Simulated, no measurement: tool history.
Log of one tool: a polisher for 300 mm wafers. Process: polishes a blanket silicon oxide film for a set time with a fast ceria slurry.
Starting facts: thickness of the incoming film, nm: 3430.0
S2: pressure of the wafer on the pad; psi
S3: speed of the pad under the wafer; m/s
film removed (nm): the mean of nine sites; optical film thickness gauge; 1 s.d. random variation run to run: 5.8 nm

run 1 hour=0 | flow_of_slurry_(ml/min)=235 S2=2.5 S3=1 polishing_time_(s)=66 | film_removed_(nm)=902.07
run 2 hour=5.6 | flow_of_slurry_(ml/min)=235 S2=1.9 S3=1 polishing_time_(s)=66 | film_removed_(nm)=721.78
run 3 hour=6.7 | flow_of_slurry_(ml/min)=235 S2=1.9 S3=1 polishing_time_(s)=66 | film_removed_(nm)=713.57
run 4 hour=8 | flow_of_slurry_(ml/min)=215 S2=1.9 S3=1 polishing_time_(s)=66 | film_removed_(nm)=712.51
run 5 hour=8.7 | flow_of_slurry_(ml/min)=215 S2=1.6 S3=1 polishing_time_(s)=66 | film_removed_(nm)=609.19
run 6 hour=14.7 | flow_of_slurry_(ml/min)=210 S2=1.6 S3=1 polishing_time_(s)=66 | film_removed_(nm)=601.93
run 7 hour=19.7 | flow_of_slurry_(ml/min)=205 S2=1.6 S3=1 polishing_time_(s)=66 | film_removed_(nm)=607.99

Run 8 is up next; what results do you expect?
run 8 hour=24.9 | flow_of_slurry_(ml/min)=205 S2=1.3 S3=1 polishing_time_(s)=66 | film_removed_(nm)=?

Run 8 gave film removed (nm) 516.3.

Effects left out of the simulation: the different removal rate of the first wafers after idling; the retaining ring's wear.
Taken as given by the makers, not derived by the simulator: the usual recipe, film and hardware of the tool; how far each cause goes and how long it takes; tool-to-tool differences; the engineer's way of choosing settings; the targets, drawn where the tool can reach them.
